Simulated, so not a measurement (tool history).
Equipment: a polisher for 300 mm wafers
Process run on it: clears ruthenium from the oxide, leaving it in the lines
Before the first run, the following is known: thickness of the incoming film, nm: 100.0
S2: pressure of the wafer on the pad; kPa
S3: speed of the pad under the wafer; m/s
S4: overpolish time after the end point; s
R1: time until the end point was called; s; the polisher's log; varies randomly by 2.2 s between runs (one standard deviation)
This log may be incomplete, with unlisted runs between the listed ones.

{"run": 1, "day": 0.0, "flow of slurry (ml/min)": 125, "S2": 18.6, "S3": 1.1, "S4": 50, "R1": 51.079}
{"run": 2, "day": 0.271, "flow of slurry (ml/min)": 125, "S2": 18.6, "S3": 0.92, "S4": 50, "R1": 63.067}
{"run": 3, "day": 0.562, "flow of slurry (ml/min)": 150, "S2": 18.6, "S3": 0.92, "S4": 50, "R1": 60.623}
{"run": 4, "day": 0.621, "flow of slurry (ml/min)": 150, "S2": 16.5, "S3": 0.9, "S4": 50, "R1": 70.318}
{"run": 5, "day": 0.704, "flow of slurry (ml/min)": 150, "S2": 15.2, "S3": 0.88, "S4": 50, "R1": 77.584}
{"run": 6, "day": 0.85, "flow of slurry (ml/min)": 150, "S2": 13.8, "S3": 0.86, "S4": 50, "R1": 86.69}
{"run": 7, "day": 1.183, "flow of slurry (ml/min)": 150, "S2": 13.1, "S3": 0.86, "S4": 50, "R1": 89.791}
{"run": 8, "day": 1.529, "flow of slurry (ml/min)": 150, "S2": 12.4, "S3": 0.86, "S4": 50, "R1": 97.007}

What does the tool deliver on the next run?
{"run": 9, "day": 1.75, "flow of slurry (ml/min)": 150, "S2": 11.7, "S3": 0.86, "S4": 50, "R1": "?"}

R1: 102.38 s
